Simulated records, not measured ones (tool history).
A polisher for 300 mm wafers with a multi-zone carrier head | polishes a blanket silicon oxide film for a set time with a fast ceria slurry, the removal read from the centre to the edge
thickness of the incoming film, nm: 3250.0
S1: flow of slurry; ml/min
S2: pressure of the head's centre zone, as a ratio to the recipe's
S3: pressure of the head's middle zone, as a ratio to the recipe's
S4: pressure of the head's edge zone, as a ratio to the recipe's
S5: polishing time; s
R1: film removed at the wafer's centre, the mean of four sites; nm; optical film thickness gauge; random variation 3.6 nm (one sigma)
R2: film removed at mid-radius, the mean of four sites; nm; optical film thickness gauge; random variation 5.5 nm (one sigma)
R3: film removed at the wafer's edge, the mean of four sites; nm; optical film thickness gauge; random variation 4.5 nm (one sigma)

run,hour,S1,S2,S3,S4,S5,R1,R2,R3
1,0,175,1,1,1,30,363.57,361.46,368.4
2,1.4,180,0.99,1.02,1.03,31,372.61,384.51,387.28
3,9.3,185,0.99,1.03,1.05,32,391.51,400.26,404.37
4,13.5,185,0.99,1.03,0.98,32,391.14,387.08,392.12
5,19.3,190,0.98,1.05,1.01,33,402.12,419.72,411.58
6,20.5,195,0.97,1.06,1.04,34,413.6,431.05,432.34
7,22.9,195,0.97,1.08,1.06,35,421.07,456.85,446.24
8,24.3,200,0.97,1.09,1.08,35,424.42,468.75,445.77
9,30.2,205,0.96,1.09,1.09,36,435.06,475.08,469.57

The next listed run, before its measurement:
10,35.3,210,0.96,1.1,1.1,36,?,?,?

{"run 10": {"R1": 445.11, "R2": 481.51, "R3": 468.31}}
